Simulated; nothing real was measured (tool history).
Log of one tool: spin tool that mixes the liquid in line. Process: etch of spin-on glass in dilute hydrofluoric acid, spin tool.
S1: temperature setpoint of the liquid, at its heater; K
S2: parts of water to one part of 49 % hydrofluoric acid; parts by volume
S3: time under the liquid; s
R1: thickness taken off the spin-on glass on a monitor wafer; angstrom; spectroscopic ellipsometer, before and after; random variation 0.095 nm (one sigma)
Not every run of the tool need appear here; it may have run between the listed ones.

run,day,S1,S2,S3,R1
1,0.000,295.15,165,65,108.900
2,0.196,295.15,195,65,90.148
3,0.492,296.65,195,65,95.221
4,0.550,296.65,195,70,103.190
5,0.896,297.15,195,70,104.410
6,0.967,297.65,195,70,107.050

What will run 7 give?
7,1.271,298.15,195,70,?

Run 7 yielded R1 109.500 angstrom.

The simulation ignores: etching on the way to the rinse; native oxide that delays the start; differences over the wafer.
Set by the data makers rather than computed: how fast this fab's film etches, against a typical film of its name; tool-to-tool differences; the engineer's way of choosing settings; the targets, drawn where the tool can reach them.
